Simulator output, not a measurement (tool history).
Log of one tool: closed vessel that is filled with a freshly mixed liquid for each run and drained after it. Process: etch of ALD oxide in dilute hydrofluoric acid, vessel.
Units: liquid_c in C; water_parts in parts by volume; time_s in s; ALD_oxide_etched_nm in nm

Run 1, day 0: liquid_c 24 C, water_parts 105 parts by volume, time_s 455 s. Result: ALD_oxide_etched_nm 73.528 nm.
Run 2, day 0.2: liquid_c 24 C, water_parts 135 parts by volume, time_s 455 s. Result: ALD_oxide_etched_nm 54.846 nm.
Run 3, day 0.533: liquid_c 24.5 C, water_parts 135 parts by volume, time_s 455 s. Result: ALD_oxide_etched_nm 56.591 nm.
Run 4, day 0.804: liquid_c 24.5 C, water_parts 135 parts by volume, time_s 455 s. Result: ALD_oxide_etched_nm 56.662 nm.
Run 5, day 1.088: liquid_c 24.5 C, water_parts 135 parts by volume, time_s 455 s. Result: ALD_oxide_etched_nm 55.866 nm.
Run 6, day 1.367: liquid_c 25 C, water_parts 135 parts by volume, time_s 455 s. Result: ALD_oxide_etched_nm 57.28 nm.
Run 7, day 1.512: liquid_c 25.5 C, water_parts 135 parts by volume, time_s 455 s. Result: ALD_oxide_etched_nm 58.221 nm.
Run 8, day 1.604: liquid_c 26 C, water_parts 135 parts by volume, time_s 455 s. Result: ALD_oxide_etched_nm 58.897 nm.

Forecast run 9:
Run 9, day 1.762: liquid_c 26.5 C, water_parts 135 parts by volume, time_s 455 s. Result: ALD_oxide_etched_nm ?.

ALD_oxide_etched_nm: 59.907 nm
